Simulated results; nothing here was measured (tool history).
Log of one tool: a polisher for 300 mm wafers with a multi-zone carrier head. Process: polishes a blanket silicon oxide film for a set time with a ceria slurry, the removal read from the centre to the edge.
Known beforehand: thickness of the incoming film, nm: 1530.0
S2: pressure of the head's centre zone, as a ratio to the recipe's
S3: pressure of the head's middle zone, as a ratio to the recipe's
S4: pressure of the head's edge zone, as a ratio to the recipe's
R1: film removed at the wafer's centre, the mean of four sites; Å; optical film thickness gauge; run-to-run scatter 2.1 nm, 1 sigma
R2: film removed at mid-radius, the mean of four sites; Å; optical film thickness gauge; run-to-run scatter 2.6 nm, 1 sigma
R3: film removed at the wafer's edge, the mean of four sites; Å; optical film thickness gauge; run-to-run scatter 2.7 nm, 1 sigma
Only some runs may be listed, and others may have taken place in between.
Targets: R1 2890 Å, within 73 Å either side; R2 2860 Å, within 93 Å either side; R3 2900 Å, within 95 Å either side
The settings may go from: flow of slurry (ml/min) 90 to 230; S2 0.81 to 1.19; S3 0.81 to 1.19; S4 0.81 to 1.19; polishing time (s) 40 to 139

Run 1, hour 0: flow of slurry (ml/min) 150, S2 1, S3 1, S4 1, polishing time (s) 89. Result: R1 4414.3 Å, R2 4451.1 Å, R3 4460.4 Å.
Run 2, hour 6.8: flow of slurry (ml/min) 150, S2 1, S3 1, S4 1.05, polishing time (s) 89. Result: R1 4399.5 Å, R2 4559.1 Å, R3 4559.9 Å.
Run 3, hour 7.7: flow of slurry (ml/min) 150, S2 0.99, S3 0.99, S4 1.02, polishing time (s) 84. Result: R1 4134.7 Å, R2 4254.4 Å, R3 4284.7 Å.
Run 4, hour 13: flow of slurry (ml/min) 150, S2 0.99, S3 1.06, S4 1.02, polishing time (s) 84. Result: R1 4128.7 Å, R2 4481.1 Å, R3 4233.1 Å.
Run 5, hour 21.6: flow of slurry (ml/min) 150, S2 1.04, S3 1.06, S4 1.02, polishing time (s) 84. Result: R1 4341.6 Å, R2 4418.3 Å, R3 4232.9 Å.
Run 6, hour 30: flow of slurry (ml/min) 145, S2 1.03, S3 1.04, S4 1, polishing time (s) 80. Result: R1 4101 Å, R2 4167.4 Å, R3 3969.2 Å.
Run 7, hour 34.5: flow of slurry (ml/min) 105, S2 0.93, S3 0.94, S4 0.9, polishing time (s) 57. Result: R1 2376.3 Å, R2 2487.1 Å, R3 2553 Å.
Run 8, hour 38.9: flow of slurry (ml/min) 115, S2 0.93, S3 0.94, S4 0.9, polishing time (s) 57. Result: R1 2441 Å, R2 2597.7 Å, R3 2626.4 Å.
Run 9, hour 44.3: flow of slurry (ml/min) 125, S2 0.94, S3 0.93, S4 0.9, polishing time (s) 57. Result: R1 2549.7 Å, R2 2676.8 Å, R3 2624 Å.
Run 10, hour 49.6: flow of slurry (ml/min) 130, S2 0.94, S3 0.92, S4 0.92, polishing time (s) 57. Result: R1 2589.1 Å, R2 2606.5 Å, R3 2660.4 Å.
Run 11, hour 50.7: flow of slurry (ml/min) 170, S2 0.95, S3 0.97, S4 0.97, polishing time (s) 59. Result: R1 2887.1 Å, R2 3007 Å, R3 2972.8 Å.
Run 12, hour 52.9: flow of slurry (ml/min) 170, S2 0.95, S3 0.96, S4 0.97, polishing time (s) 59. Result: R1 2844.1 Å, R2 2983.8 Å, R3 3001.1 Å.
Run 13, hour 60.8: flow of slurry (ml/min) 170, S2 0.95, S3 0.95, S4 0.96, polishing time (s) 59. Result: R1 2868 Å, R2 2895.3 Å, R3 2898.4 Å.
Run 14, hour 67.4: flow of slurry (ml/min) 170, S2 0.95, S3 0.95, S4 0.96, polishing time (s) 59. Result: R1 2839.7 Å, R2 2961 Å, R3 2925.2 Å.

Consider the 5 candidate settings below. Which is the only one whose results all fall within their allowed miss of target?
Run A, hour 74: flow of slurry (ml/min) 190, S2 0.93, S3 1, S4 0.91, polishing time (s) 58. Result: R1 ?, R2 ?, R3 ?.
Run B, hour 74: flow of slurry (ml/min) 165, S2 0.86, S3 1, S4 0.95, polishing time (s) 59. Result: R1 ?, R2 ?, R3 ?.
Run C, hour 74: flow of slurry (ml/min) 145, S2 0.92, S3 0.89, S4 0.95, polishing time (s) 60. Result: R1 ?, R2 ?, R3 ?.
Run D, hour 74: flow of slurry (ml/min) 160, S2 0.96, S3 0.94, S4 0.93, polishing time (s) 57. Result: R1 ?, R2 ?, R3 ?.
Run E, hour 74: flow of slurry (ml/min) 150, S2 0.98, S3 0.92, S4 0.94, polishing time (s) 59. Result: R1 ?, R2 ?, R3 ?.

move      R1      R2      R3
   A  2810.9  3003.3  2840.3
   B  2570.7  2982.2  2895.3
   C  2715.3  2738.7  2892.7
   D  2755.7  2749.2  2759.3
   E  2869.5  2769.9  2844.2
A: misses by more than the last run did
B: misses by more than the last run did
C: the result that was furthest off in the last run now lies on the other side of its target
D: the result that was furthest off in the last run now lies on the other side of its target
E: every result lands within tolerance
The move that meets every target is E.
